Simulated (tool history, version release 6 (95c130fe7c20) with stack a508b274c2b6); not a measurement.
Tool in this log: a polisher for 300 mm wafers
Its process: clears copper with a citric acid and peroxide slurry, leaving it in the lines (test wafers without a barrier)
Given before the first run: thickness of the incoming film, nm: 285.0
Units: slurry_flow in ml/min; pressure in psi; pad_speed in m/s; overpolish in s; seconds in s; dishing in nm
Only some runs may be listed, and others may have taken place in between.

run	day	slurry_flow	pressure	pad_speed	slurry_solids	overpolish	seconds	dishing
1	0.000	180	2.0	1.34	1.00	13	151.43	19.483
2	0.288	180	2.0	1.58	1.00	13	130.96	22.069
3	0.325	180	1.9	1.58	1.00	12	138.64	19.644
4	0.583	180	1.8	1.58	1.00	11	146.00	17.175
5	0.812	180	1.8	1.58	1.00	16	144.97	23.605
6	1.129	180	1.7	1.62	1.00	15	144.34	22.012
7	1.304	180	1.6	1.64	1.00	14	156.84	19.978
8	1.421	180	1.6	1.62	1.00	13	160.80	18.952

Run 9 comes next. What will it give?
9	1.450	170	1.7	1.56	0.95	12	?	?

{"run 9": {"seconds": 160.13, "dishing": 16.873}}

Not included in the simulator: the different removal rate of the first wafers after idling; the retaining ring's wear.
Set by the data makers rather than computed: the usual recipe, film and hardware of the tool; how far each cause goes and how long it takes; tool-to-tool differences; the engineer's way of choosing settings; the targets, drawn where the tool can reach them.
